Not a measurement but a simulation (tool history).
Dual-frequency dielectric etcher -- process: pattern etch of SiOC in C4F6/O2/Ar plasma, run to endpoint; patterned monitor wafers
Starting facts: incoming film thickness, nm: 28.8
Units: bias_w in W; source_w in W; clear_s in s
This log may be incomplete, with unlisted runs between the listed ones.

{"run": 1, "hour": 0.0, "bias_w": 440, "source_w": 280, "clear_s": 10.913}
{"run": 2, "hour": 7.2, "bias_w": 415, "source_w": 270, "clear_s": 11.318}
{"run": 3, "hour": 10.0, "bias_w": 394, "source_w": 270, "clear_s": 11.469}
{"run": 4, "hour": 13.4, "bias_w": 376, "source_w": 260, "clear_s": 12.074}
{"run": 5, "hour": 20.5, "bias_w": 421, "source_w": 260, "clear_s": 11.464}
{"run": 6, "hour": 27.4, "bias_w": 402, "source_w": 260, "clear_s": 11.734}
{"run": 7, "hour": 36.0, "bias_w": 387, "source_w": 260, "clear_s": 11.827}

For run 8, what comes out?
{"run": 8, "hour": 36.8, "bias_w": 373, "source_w": 260, "clear_s": "?"}

{"run 8": {"clear_s": 11.973}}

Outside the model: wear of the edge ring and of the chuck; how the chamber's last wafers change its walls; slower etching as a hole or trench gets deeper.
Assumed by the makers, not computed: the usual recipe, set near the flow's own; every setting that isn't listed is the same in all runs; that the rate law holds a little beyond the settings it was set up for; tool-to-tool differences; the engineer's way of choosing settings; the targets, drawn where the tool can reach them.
